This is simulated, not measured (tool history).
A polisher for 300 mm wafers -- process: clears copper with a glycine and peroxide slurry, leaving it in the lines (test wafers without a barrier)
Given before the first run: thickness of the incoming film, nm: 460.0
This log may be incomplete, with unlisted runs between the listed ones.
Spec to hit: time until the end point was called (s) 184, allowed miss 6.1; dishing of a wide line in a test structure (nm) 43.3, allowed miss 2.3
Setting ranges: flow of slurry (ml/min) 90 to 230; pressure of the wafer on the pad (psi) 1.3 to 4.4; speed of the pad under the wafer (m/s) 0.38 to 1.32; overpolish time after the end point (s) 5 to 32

run  hour  flow of slurry (ml/min)  pressure of the wafer on the pad (psi)  speed of the pad under the wafer (m/s)  overpolish time after the end point (s)  time until the end point was called (s)  dishing of a wide line in a test structure (nm)
  1     0                      150                                     2.8                                    0.84                                       16                                   90.934                                           58.322
  2   3.3                      180                                     2.8                                    0.84                                       16                                    87.68                                           59.053
  3    10                      165                                     2.8                                    0.84                                       16                                   89.642                                           60.126
  4  12.4                      145                                     2.8                                    0.84                                       16                                   89.963                                           56.851
  5  18.9                      140                                     2.4                                    0.76                                       18                                   111.82                                           54.206
  6  27.1                      140                                     2.4                                    0.62                                       18                                   128.27                                           48.525
  7  34.8                      135                                     2.1                                    0.62                                       19                                   141.87                                           45.796
  8  39.7                      130                                     1.9                                    0.62                                       20                                   155.49                                           44.966
  9  41.7                      125                                     1.8                                    0.62                                       21                                   158.38                                           44.531
 10  45.6                      120                                     1.7                                    0.62                                       22                                   167.26                                           44.917
 11  47.2                      115                                     1.6                                    0.62                                       22                                   173.51                                           43.295

Below are 5 possible settings for the next run. Only one of them brings all results inside the allowed miss of their targets. Which is it?
  A  48.8                      125                                     1.6                                    0.66                                       22                                        ?                                                ?
  B  48.8                       90                                     1.8                                    0.64                                       20                                        ?                                                ?
  C  48.8                      110                                     1.7                                    0.54                                       23                                        ?                                                ?
  D  48.8                       95                                     2.1                                    0.58                                       19                                        ?                                                ?
  E  48.8                      140                                     1.9                                    0.52                                       22                                        ?                                                ?

move  time until the end point was called (s)  dishing of a wide line in a test structure (nm)
   A                                   165.73                                           45.294
   B                                   164.42                                           42.199
   C                                   184.22                                           43.396
   D                                   157.11                                           42.268
   E                                   170.19                                            44.88
A: its largest miss is bigger than the last run's
B: its largest miss is bigger than the last run's
C: all results in spec
D: its largest miss is bigger than the last run's
E: its largest miss is bigger than the last run's
Move C is the one to make.
